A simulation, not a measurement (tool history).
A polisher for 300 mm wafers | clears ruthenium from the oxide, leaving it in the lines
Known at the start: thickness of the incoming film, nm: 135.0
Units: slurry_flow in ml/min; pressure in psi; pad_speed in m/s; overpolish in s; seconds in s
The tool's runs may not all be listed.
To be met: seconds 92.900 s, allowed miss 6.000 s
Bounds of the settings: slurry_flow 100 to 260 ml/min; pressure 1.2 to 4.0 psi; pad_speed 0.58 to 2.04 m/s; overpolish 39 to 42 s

run 1 hour=0.0 | slurry_flow=165 pressure=2.6 pad_speed=1.30 overpolish=39 | seconds=66.143
run 2 hour=7.3 | slurry_flow=165 pressure=2.4 pad_speed=1.28 overpolish=39 | seconds=69.329
run 3 hour=10.3 | slurry_flow=165 pressure=2.7 pad_speed=1.28 overpolish=39 | seconds=67.671
run 4 hour=16.8 | slurry_flow=165 pressure=2.7 pad_speed=1.48 overpolish=39 | seconds=55.906
run 5 hour=18.1 | slurry_flow=165 pressure=2.4 pad_speed=1.42 overpolish=39 | seconds=65.695
run 6 hour=21.2 | slurry_flow=165 pressure=2.4 pad_speed=1.42 overpolish=39 | seconds=63.894
run 7 hour=25.2 | slurry_flow=165 pressure=2.2 pad_speed=1.38 overpolish=39 | seconds=68.140
run 8 hour=32.9 | slurry_flow=165 pressure=2.0 pad_speed=1.34 overpolish=39 | seconds=78.907
run 9 hour=35.4 | slurry_flow=165 pressure=1.9 pad_speed=1.34 overpolish=39 | seconds=79.311
run 10 hour=40.7 | slurry_flow=165 pressure=1.8 pad_speed=1.34 overpolish=39 | seconds=86.995

4 next moves are on the table. One of them brings every result within its allowed miss. Which?
run A hour=46.0 | slurry_flow=170 pressure=2.0 pad_speed=1.36 overpolish=40 | seconds=?
run B hour=46.0 | slurry_flow=180 pressure=1.9 pad_speed=1.48 overpolish=39 | seconds=?
run C hour=46.0 | slurry_flow=165 pressure=2.5 pad_speed=1.10 overpolish=42 | seconds=?
run D hour=46.0 | slurry_flow=145 pressure=1.6 pad_speed=1.38 overpolish=39 | seconds=?

move=A seconds=77.216
move=B seconds=73.276
move=C seconds=80.345
move=D seconds=91.349
A: further off than the last run
B: further off than the last run
C: further off than the last run
D: meets every target
The right move is D.

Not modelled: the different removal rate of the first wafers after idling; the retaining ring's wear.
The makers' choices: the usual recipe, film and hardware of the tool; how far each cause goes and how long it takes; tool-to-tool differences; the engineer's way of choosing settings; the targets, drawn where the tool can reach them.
